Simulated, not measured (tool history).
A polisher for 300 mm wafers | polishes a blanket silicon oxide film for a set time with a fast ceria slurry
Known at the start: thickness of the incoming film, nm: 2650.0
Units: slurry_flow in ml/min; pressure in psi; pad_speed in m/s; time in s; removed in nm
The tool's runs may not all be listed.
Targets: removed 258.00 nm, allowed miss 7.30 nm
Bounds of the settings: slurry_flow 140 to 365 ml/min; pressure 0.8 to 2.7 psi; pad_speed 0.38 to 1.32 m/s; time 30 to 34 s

Run 1, day 0.000: slurry_flow 235 ml/min, pressure 1.7 psi, pad_speed 0.84 m/s, time 34 s. Result: removed 327.35 nm.
Run 2, day 0.025: slurry_flow 230 ml/min, pressure 1.6 psi, pad_speed 0.84 m/s, time 34 s. Result: removed 303.06 nm.
Run 3, day 0.383: slurry_flow 175 ml/min, pressure 1.6 psi, pad_speed 0.84 m/s, time 34 s. Result: removed 289.05 nm.
Run 4, day 0.667: slurry_flow 170 ml/min, pressure 1.6 psi, pad_speed 0.84 m/s, time 34 s. Result: removed 292.54 nm.
Run 5, day 0.717: slurry_flow 170 ml/min, pressure 1.9 psi, pad_speed 0.84 m/s, time 34 s. Result: removed 342.37 nm.
Run 6, day 0.842: slurry_flow 170 ml/min, pressure 1.6 psi, pad_speed 0.84 m/s, time 34 s. Result: removed 288.72 nm.
Run 7, day 1.125: slurry_flow 165 ml/min, pressure 1.6 psi, pad_speed 0.84 m/s, time 34 s. Result: removed 287.34 nm.
Run 8, day 1.271: slurry_flow 160 ml/min, pressure 1.4 psi, pad_speed 0.84 m/s, time 34 s. Result: removed 248.33 nm.

Which of these 4 next moves meets every target?
Run A, day 1.417: slurry_flow 240 ml/min, pressure 1.6 psi, pad_speed 0.74 m/s, time 30 s. Result: removed ?.
Run B, day 1.417: slurry_flow 220 ml/min, pressure 1.3 psi, pad_speed 0.96 m/s, time 34 s. Result: removed ?.
Run C, day 1.417: slurry_flow 165 ml/min, pressure 1.6 psi, pad_speed 0.88 m/s, time 32 s. Result: removed ?.
Run D, day 1.417: slurry_flow 160 ml/min, pressure 1.4 psi, pad_speed 0.86 m/s, time 34 s. Result: removed ?.

move  removed
   A   237.12
   B   280.01
   C   282.63
   D   256.61
A: further off than the last run
B: takes the result that was furthest off past its target
C: takes the result that was furthest off past its target
D: meets every target
The right move is D.
